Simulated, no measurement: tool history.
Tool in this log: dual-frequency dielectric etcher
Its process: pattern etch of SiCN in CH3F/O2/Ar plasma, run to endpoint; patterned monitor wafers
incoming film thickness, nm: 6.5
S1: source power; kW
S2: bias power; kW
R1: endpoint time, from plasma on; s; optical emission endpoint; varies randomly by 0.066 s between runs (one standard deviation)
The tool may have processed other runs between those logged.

run,hour,S1,S2,R1
1,0,0.44,0.1,14.352
2,3.8,0.46,0.101,14.146
3,7.5,0.46,0.087,15.159
4,15.4,0.5,0.087,14.909
5,22.8,0.51,0.091,14.529
6,28.5,0.51,0.106,13.459
7,33.4,0.52,0.108,13.265
# hour 41.5: wet clean of the chamber
8,41.5,0.53,0.109,12.503

What does the tool deliver on the next run?
9,43.4,0.55,0.109,?

Logged for run 9: R1 12.447 s.
